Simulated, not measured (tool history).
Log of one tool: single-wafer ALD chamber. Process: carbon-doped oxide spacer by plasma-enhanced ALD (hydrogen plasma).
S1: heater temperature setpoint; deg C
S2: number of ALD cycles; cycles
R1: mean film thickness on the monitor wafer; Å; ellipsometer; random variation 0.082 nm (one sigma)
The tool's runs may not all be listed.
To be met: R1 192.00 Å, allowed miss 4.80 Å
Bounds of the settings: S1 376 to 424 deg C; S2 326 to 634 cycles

run 1 day=0.000 | S1=400 S2=480 | R1=255.16
run 2 day=0.238 | S1=400 S2=457 | R1=242.05
run 3 day=0.308 | S1=400 S2=440 | R1=233.77
run 4 day=0.454 | S1=400 S2=407 | R1=217.99
run 5 day=0.604 | S1=400 S2=397 | R1=210.66
run 6 day=0.692 | S1=400 S2=390 | R1=207.90
run 7 day=0.925 | S1=400 S2=384 | R1=205.99
run 8 day=1.242 | S1=400 S2=379 | R1=202.67
run 9 day=1.317 | S1=400 S2=375 | R1=199.20
run 10 day=1.442 | S1=400 S2=373 | R1=197.89
run 11 day=1.646 | S1=400 S2=371 | R1=197.53

5 next moves are on the table. One of them brings every result within its allowed miss. Which?
run A day=1.850 | S1=407 S2=367 | R1=?
run B day=1.850 | S1=399 S2=375 | R1=?
run C day=1.850 | S1=392 S2=387 | R1=?
run D day=1.850 | S1=406 S2=385 | R1=?
run E day=1.850 | S1=398 S2=386 | R1=?

move=A R1=191.56
move=B R1=200.54
move=C R1=206.96
move=D R1=201.66
move=E R1=206.42
A: meets every target
B: further off than the last run
C: further off than the last run
D: further off than the last run
E: further off than the last run
The right move is A.
